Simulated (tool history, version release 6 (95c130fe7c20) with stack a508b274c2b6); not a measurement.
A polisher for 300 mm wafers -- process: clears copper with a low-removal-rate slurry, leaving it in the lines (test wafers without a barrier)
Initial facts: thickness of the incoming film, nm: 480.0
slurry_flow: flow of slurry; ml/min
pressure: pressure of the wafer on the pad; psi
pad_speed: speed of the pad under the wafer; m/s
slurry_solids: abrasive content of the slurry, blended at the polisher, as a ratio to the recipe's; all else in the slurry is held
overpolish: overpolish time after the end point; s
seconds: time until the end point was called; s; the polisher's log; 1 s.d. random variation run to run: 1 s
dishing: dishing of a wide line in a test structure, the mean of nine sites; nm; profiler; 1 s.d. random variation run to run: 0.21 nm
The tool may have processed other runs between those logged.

run	hour	slurry_flow	pressure	pad_speed	slurry_solids	overpolish	seconds	dishing
1	0.0	260	3.3	1.12	1.00	17	127.91	29.526
2	8.4	260	3.3	1.16	1.00	15	121.03	27.554
3	16.9	260	2.7	1.16	1.00	15	151.26	23.917
4	19.7	250	2.8	1.20	0.95	13	141.60	22.854
5	20.7	250	3.4	1.20	0.95	13	116.27	26.161
6	24.4	250	3.4	1.20	0.85	13	121.81	25.738
7	25.9	235	3.3	1.24	0.95	12	116.32	24.697
8	34.4	165	2.4	1.54	1.20	5	124.93	11.188
9	40.9	190	2.5	1.54	1.20	5	119.83	11.827

Forecast run 10:
10	44.5	210	2.6	1.54	1.20	5	?	?

{"run 10": {"seconds": 114.0, "dishing": 12.033}}

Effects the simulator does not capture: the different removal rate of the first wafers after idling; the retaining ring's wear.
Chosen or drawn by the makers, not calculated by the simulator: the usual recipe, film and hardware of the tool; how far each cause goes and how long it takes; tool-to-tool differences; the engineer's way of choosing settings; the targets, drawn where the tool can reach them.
